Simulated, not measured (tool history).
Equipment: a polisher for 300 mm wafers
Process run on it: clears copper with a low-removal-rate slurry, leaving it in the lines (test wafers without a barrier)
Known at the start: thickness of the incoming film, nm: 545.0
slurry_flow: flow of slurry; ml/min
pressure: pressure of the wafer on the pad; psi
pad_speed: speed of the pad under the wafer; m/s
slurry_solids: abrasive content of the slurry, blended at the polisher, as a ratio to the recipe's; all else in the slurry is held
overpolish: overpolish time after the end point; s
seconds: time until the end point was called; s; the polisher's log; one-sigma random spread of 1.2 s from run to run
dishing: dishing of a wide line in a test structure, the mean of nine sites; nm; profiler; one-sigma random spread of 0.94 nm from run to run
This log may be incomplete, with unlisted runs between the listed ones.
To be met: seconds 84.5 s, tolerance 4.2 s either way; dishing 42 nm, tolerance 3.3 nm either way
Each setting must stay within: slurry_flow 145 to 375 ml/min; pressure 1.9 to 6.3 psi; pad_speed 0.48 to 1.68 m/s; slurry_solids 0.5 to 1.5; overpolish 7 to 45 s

Run 1, hour 0: slurry_flow 240 ml/min, pressure 4.1 psi, pad_speed 1.08 m/s, slurry_solids 1, overpolish 23 s. Result: seconds 108.26 s, dishing 47.339 nm.
Run 2, hour 2.4: slurry_flow 240 ml/min, pressure 4.1 psi, pad_speed 0.98 m/s, slurry_solids 1, overpolish 23 s. Result: seconds 116.81 s, dishing 45.43 nm.
Run 3, hour 8.3: slurry_flow 285 ml/min, pressure 4.1 psi, pad_speed 0.98 m/s, slurry_solids 1, overpolish 23 s. Result: seconds 115.63 s, dishing 47.091 nm.
Run 4, hour 17: slurry_flow 280 ml/min, pressure 4.4 psi, pad_speed 1 m/s, slurry_solids 1, overpolish 19 s. Result: seconds 107.19 s, dishing 42.735 nm.
Run 5, hour 19.8: slurry_flow 330 ml/min, pressure 4.4 psi, pad_speed 1 m/s, slurry_solids 1, overpolish 19 s. Result: seconds 104.68 s, dishing 44.524 nm.
Run 6, hour 25.5: slurry_flow 330 ml/min, pressure 4.4 psi, pad_speed 0.76 m/s, slurry_solids 1, overpolish 19 s. Result: seconds 132.43 s, dishing 38.169 nm.
Run 7, hour 31.5: slurry_flow 330 ml/min, pressure 4.9 psi, pad_speed 0.76 m/s, slurry_solids 1, overpolish 18 s. Result: seconds 123.14 s, dishing 40.053 nm.
Run 8, hour 35.4: slurry_flow 330 ml/min, pressure 5.3 psi, pad_speed 0.8 m/s, slurry_solids 1, overpolish 16 s. Result: seconds 109.79 s, dishing 39.672 nm.
Run 9, hour 36.2: slurry_flow 330 ml/min, pressure 5.6 psi, pad_speed 0.82 m/s, slurry_solids 1, overpolish 15 s. Result: seconds 107.05 s, dishing 39.413 nm.
Run 10, hour 40.2: slurry_flow 330 ml/min, pressure 5.8 psi, pad_speed 0.86 m/s, slurry_solids 1, overpolish 14 s. Result: seconds 95.318 s, dishing 39.793 nm.
Run 11, hour 41.7: slurry_flow 330 ml/min, pressure 5.9 psi, pad_speed 0.86 m/s, slurry_solids 1, overpolish 14 s. Result: seconds 96.064 s, dishing 40.461 nm.
Run 12, hour 49.8: slurry_flow 330 ml/min, pressure 6 psi, pad_speed 0.88 m/s, slurry_solids 1, overpolish 14 s. Result: seconds 91.785 s, dishing 40.741 nm.

5 next moves are on the table. One of them brings every result within its allowed miss. Which?
Run A, hour 57.9: slurry_flow 265 ml/min, pressure 6 psi, pad_speed 0.92 m/s, slurry_solids 0.85, overpolish 15 s. Result: seconds ?, dishing ?.
Run B, hour 57.9: slurry_flow 320 ml/min, pressure 6.1 psi, pad_speed 0.8 m/s, slurry_solids 1.1, overpolish 16 s. Result: seconds ?, dishing ?.
Run C, hour 57.9: slurry_flow 375 ml/min, pressure 6 psi, pad_speed 0.96 m/s, slurry_solids 1.05, overpolish 14 s. Result: seconds ?, dishing ?.
Run D, hour 57.9: slurry_flow 330 ml/min, pressure 5.9 psi, pad_speed 0.86 m/s, slurry_solids 1.1, overpolish 22 s. Result: seconds ?, dishing ?.
Run E, hour 57.9: slurry_flow 220 ml/min, pressure 5.1 psi, pad_speed 1.04 m/s, slurry_solids 1.2, overpolish 15 s. Result: seconds ?, dishing ?.

move  seconds  dishing
   A   96.655   41.971
   B   98.407   43.076
   C   85.408   43.225
   D   94.965   50.656
   E   92.446   42.618
A: moves away from the targets compared with the last run
B: moves away from the targets compared with the last run
C: every result within its allowed miss
D: moves away from the targets compared with the last run
E: moves away from the targets compared with the last run
C is the move that brings every result within its allowed miss.
